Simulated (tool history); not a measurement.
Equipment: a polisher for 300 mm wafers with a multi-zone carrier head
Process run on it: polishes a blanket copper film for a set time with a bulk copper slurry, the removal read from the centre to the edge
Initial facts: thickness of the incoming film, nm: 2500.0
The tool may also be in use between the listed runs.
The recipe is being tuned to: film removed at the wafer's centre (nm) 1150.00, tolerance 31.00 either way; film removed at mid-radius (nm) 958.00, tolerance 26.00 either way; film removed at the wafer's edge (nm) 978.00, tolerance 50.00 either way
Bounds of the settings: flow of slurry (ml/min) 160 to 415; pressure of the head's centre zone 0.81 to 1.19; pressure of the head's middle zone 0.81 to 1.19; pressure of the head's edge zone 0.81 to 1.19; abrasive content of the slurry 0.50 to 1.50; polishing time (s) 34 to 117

run,hour,flow of slurry (ml/min),pressure of the head's centre zone,pressure of the head's middle zone,pressure of the head's edge zone,abrasive content of the slurry,polishing time (s),film removed at the wafer's centre (nm),film removed at mid-radius (nm),film removed at the wafer's edge (nm)
1,0.0,265,1.00,1.00,1.00,1.00,75,859.31,766.74,776.30
2,7.3,265,1.00,1.00,1.00,1.00,84,969.56,870.39,871.17
3,13.4,285,1.03,1.01,1.04,1.05,84,1011.50,882.22,899.54
4,17.1,325,1.03,1.01,1.04,1.05,84,1020.10,884.14,919.70
5,24.0,325,1.08,1.01,1.04,1.05,84,1081.40,891.39,905.27
6,25.4,330,1.09,1.02,1.06,1.10,84,1095.50,904.97,935.29
# hour 27.5: centre zone pressure recalibrated
7,27.5,335,1.10,1.03,1.07,1.15,84,1050.70,923.22,931.70
8,30.4,345,1.12,1.03,1.08,1.15,85,1060.50,949.02,943.20

Of the 4 settings listed for the next run, only one would bring every result within its allowed miss of target. Which one?
A,33.3,370,1.12,0.98,0.97,1.00,93,?,?,?
B,33.3,350,1.17,1.17,1.05,1.20,75,?,?,?
C,33.3,360,1.05,1.03,1.09,1.15,84,?,?,?
D,33.3,370,0.96,0.99,1.19,1.45,82,?,?,?

move,film removed at the wafer's centre (nm),film removed at mid-radius (nm),film removed at the wafer's edge (nm)
A,1136.60,958.95,986.46
B,994.72,933.06,845.02
C,990.81,930.51,952.23
D,933.43,928.29,1011.90
A: all results in spec
B: the biggest miss grows against the last run
C: the biggest miss grows against the last run
D: the biggest miss grows against the last run
The right move is A.
